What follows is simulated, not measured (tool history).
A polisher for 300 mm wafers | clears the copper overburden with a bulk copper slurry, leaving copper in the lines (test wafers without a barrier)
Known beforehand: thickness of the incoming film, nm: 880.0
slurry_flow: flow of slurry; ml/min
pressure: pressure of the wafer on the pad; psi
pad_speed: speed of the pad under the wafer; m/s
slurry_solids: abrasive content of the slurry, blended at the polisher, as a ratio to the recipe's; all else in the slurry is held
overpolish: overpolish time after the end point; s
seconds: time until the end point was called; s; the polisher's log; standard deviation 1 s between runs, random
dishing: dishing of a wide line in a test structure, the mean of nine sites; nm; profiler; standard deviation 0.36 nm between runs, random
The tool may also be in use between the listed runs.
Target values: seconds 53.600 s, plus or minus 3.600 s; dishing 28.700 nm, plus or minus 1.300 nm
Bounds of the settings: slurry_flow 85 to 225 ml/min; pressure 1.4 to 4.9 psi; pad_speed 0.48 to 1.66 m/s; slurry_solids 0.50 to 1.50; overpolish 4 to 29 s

| run | hour | slurry_flow | pressure | pad_speed | slurry_solids | overpolish | seconds | dishing |
|---|---|---|---|---|---|---|---|---|
| 1 | 0.0 | 145 | 3.1 | 1.06 | 1.00 | 15 | 73.871 | 39.175 |
| 2 | 2.2 | 145 | 3.1 | 1.06 | 1.15 | 15 | 70.374 | 39.513 |
| 3 | 5.3 | 145 | 3.1 | 1.06 | 0.95 | 15 | 73.550 | 39.470 |
| 4 | 7.0 | 145 | 2.6 | 1.06 | 0.95 | 15 | 87.512 | 37.846 |
| 5 | 15.3 | 145 | 2.6 | 1.06 | 0.95 | 18 | 89.632 | 38.510 |
| 6 | 19.1 | 155 | 2.4 | 1.16 | 1.05 | 16 | 83.350 | 38.102 |
| 7 | 22.2 | 165 | 2.2 | 1.24 | 1.10 | 14 | 88.728 | 37.133 |
| 8 | 27.2 | 155 | 2.2 | 1.30 | 1.15 | 12 | 82.142 | 35.252 |
| 9 | 27.8 | 145 | 2.2 | 1.36 | 1.20 | 11 | 77.888 | 35.234 |
| 10 | 33.1 | 135 | 2.2 | 1.40 | 1.25 | 10 | 75.121 | 34.045 |
| 11 | 35.3 | 125 | 2.2 | 1.44 | 1.30 | 9 | 75.423 | 33.605 |

Which of these 4 next moves meets every target?
| A | 37.5 | 120 | 3.3 | 1.66 | 1.30 | 8 | ? | ? |
| B | 37.5 | 90 | 2.4 | 1.66 | 1.50 | 4 | ? | ? |
| C | 37.5 | 125 | 4.1 | 1.62 | 1.35 | 17 | ? | ? |
| D | 37.5 | 110 | 2.7 | 1.66 | 1.40 | 4 | ? | ? |

| move | seconds | dishing |
|---|---|---|
| A | 42.930 | 38.245 |
| B | 59.152 | 26.062 |
| C | 35.155 | 41.231 |
| D | 52.042 | 28.078 |
A: moves the result that the last run missed by most past its target, out the other side
B: moves toward the targets from the last run without getting all of them in spec
C: moves the result that the last run missed by most past its target, out the other side
D: each result inside its tolerance
Go with D: it meets all targets.

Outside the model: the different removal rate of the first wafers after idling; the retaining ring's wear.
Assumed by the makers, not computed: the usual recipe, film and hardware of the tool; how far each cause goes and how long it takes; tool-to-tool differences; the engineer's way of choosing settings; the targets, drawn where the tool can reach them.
